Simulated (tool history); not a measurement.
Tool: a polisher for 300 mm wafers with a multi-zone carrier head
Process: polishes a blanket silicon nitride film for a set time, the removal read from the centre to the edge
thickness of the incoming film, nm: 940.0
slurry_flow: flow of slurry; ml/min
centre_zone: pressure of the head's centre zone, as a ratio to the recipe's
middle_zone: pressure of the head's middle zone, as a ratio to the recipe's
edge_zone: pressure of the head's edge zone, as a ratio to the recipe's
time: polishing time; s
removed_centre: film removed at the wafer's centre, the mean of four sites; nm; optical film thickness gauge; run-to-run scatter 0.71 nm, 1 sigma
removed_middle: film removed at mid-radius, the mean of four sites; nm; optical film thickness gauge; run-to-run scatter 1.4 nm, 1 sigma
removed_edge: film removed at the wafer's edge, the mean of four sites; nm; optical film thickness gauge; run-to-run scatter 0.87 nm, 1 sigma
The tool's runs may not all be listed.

run,hour,slurry_flow,centre_zone,middle_zone,edge_zone,time,removed_centre,removed_middle,removed_edge
1,0.0,140,1.00,1.00,1.00,75,118.080,118.21,115.65
2,2.9,130,0.97,1.01,0.95,74,110.540,116.35,110.81
3,4.2,130,0.90,1.01,0.95,74,105.240,114.60,110.49
4,12.0,130,0.90,1.01,1.02,74,105.710,116.11,115.56
5,15.1,130,0.90,1.01,0.94,74,105.360,117.76,108.30
6,21.1,130,0.81,1.01,0.94,74,96.344,116.43,109.05

Run 7, settings as shown, results not yet in. Your forecast:
# hour 27.5: worn pad replaced by a new one
7,27.5,125,0.83,1.00,0.90,74,?,?,?

removed_centre: 104.770 nm
removed_middle: 120.74 nm
removed_edge: 112.71 nm

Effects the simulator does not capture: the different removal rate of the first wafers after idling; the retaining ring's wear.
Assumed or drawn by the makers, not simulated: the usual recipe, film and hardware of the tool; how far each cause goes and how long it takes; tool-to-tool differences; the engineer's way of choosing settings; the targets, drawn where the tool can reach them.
